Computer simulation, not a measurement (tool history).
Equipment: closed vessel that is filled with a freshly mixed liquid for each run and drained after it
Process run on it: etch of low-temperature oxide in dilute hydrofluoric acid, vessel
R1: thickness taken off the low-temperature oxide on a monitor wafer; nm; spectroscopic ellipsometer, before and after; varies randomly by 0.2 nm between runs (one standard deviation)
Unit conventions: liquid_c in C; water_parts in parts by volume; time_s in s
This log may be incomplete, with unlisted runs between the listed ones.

run 1 hour=0.0 | liquid_c=23.0 water_parts=215 time_s=490 | R1=39.569
run 2 hour=5.0 | liquid_c=20.0 water_parts=215 time_s=490 | R1=35.526
run 3 hour=5.5 | liquid_c=22.5 water_parts=215 time_s=490 | R1=39.030
run 4 hour=12.8 | liquid_c=24.0 water_parts=215 time_s=490 | R1=41.291
run 5 hour=15.5 | liquid_c=24.0 water_parts=215 time_s=490 | R1=41.328
run 6 hour=22.1 | liquid_c=25.5 water_parts=215 time_s=490 | R1=43.686

What will run 7 give?
run 7 hour=25.3 | liquid_c=21.5 water_parts=220 time_s=490 | R1=?

Run 7 yielded R1 36.399 nm.

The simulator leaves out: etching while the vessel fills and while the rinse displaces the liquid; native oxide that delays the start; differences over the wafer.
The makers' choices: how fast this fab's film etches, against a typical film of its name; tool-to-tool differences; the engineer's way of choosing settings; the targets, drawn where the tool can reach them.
